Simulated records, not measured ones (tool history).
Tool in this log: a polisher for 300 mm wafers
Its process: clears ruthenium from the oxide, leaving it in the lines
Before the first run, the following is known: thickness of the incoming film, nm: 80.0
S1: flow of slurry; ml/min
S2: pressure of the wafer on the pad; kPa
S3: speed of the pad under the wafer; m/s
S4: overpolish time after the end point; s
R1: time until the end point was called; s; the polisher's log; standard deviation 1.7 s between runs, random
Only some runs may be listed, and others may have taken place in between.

run	hour	S1	S2	S3	S4	R1
1	0	255	9	1.16	6	81.289
2	5.9	255	8.3	1.16	6	84.648
3	7.5	255	7.6	1.14	6	94.461
4	9.5	195	7.6	1.14	6	93.721
5	15.7	195	7.6	1.32	6	81.646
6	21.5	195	8.3	1.32	6	76.542
# hour 29.1: head pressure recalibrated
7	29.1	195	7.6	1.28	6	91.275
8	36.7	195	6.9	1.28	6	97.639

What does the tool deliver on the next run?
9	40.7	195	5.5	1.28	6	?

{"run 9": {"R1": 115.67}}
